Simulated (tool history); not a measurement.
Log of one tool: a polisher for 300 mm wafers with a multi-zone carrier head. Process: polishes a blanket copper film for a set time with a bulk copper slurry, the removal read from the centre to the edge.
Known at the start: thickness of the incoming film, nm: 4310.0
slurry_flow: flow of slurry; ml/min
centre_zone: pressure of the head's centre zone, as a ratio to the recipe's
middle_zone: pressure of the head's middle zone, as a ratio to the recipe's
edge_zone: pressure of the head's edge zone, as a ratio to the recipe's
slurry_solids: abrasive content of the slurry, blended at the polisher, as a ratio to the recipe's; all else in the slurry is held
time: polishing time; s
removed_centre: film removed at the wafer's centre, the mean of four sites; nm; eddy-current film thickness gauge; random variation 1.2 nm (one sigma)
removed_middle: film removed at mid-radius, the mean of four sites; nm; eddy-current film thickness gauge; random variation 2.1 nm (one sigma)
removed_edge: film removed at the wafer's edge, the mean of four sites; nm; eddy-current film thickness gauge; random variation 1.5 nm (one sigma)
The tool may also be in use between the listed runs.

run,day,slurry_flow,centre_zone,middle_zone,edge_zone,slurry_solids,time,removed_centre,removed_middle,removed_edge
1,0,140,1,1,1,1,35,264.01,258.08,273.25
2,0.025,140,1,1,1,1,29,222.57,211.25,226.37
3,0.229,130,1,1.02,0.96,0.95,29,215.39,207.56,219.25
4,0.483,130,1,1.09,0.96,0.95,29,213.87,225.71,220.55
5,0.538,125,1.01,1.1,0.93,0.9,29,210.48,217.78,210.46
6,0.558,125,1.01,1.1,0.93,0.9,36,262.63,270.56,259.49
7,0.625,125,1.01,1.1,0.9,0.8,35,245.21,256.58,240.66

The next listed run, before its measurement:
# day 0.912: slurry nozzle cleaned
8,0.912,125,1.01,1.09,0.88,0.75,34,?,?,?

removed_centre: 244.4 nm
removed_middle: 254.77 nm
removed_edge: 233.32 nm

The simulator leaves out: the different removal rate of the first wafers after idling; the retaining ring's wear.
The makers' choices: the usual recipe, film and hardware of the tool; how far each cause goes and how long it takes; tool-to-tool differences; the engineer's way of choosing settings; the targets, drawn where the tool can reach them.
